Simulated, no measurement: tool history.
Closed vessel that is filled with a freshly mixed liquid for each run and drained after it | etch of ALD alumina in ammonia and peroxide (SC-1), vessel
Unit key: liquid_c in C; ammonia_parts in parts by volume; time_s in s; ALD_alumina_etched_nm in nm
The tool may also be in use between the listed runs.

Run 1, hour 0.0: liquid_c 56.0 C, ammonia_parts 0.75 parts by volume, time_s 60 s. Result: ALD_alumina_etched_nm 3.0360 nm.
Run 2, hour 7.8: liquid_c 55.0 C, ammonia_parts 0.75 parts by volume, time_s 60 s. Result: ALD_alumina_etched_nm 2.8435 nm.
Run 3, hour 11.7: liquid_c 50.5 C, ammonia_parts 0.75 parts by volume, time_s 60 s. Result: ALD_alumina_etched_nm 2.2330 nm.
Run 4, hour 14.1: liquid_c 50.5 C, ammonia_parts 0.75 parts by volume, time_s 60 s. Result: ALD_alumina_etched_nm 2.2434 nm.
Run 5, hour 23.0: liquid_c 46.5 C, ammonia_parts 0.75 parts by volume, time_s 60 s. Result: ALD_alumina_etched_nm 1.7904 nm.
Run 6, hour 31.1: liquid_c 40.5 C, ammonia_parts 0.75 parts by volume, time_s 60 s. Result: ALD_alumina_etched_nm 1.2645 nm.

Expected results for the next run?
Run 7, hour 37.1: liquid_c 42.0 C, ammonia_parts 0.75 parts by volume, time_s 60 s. Result: ALD_alumina_etched_nm ?.

Logged for run 7: ALD_alumina_etched_nm 1.3937 nm.
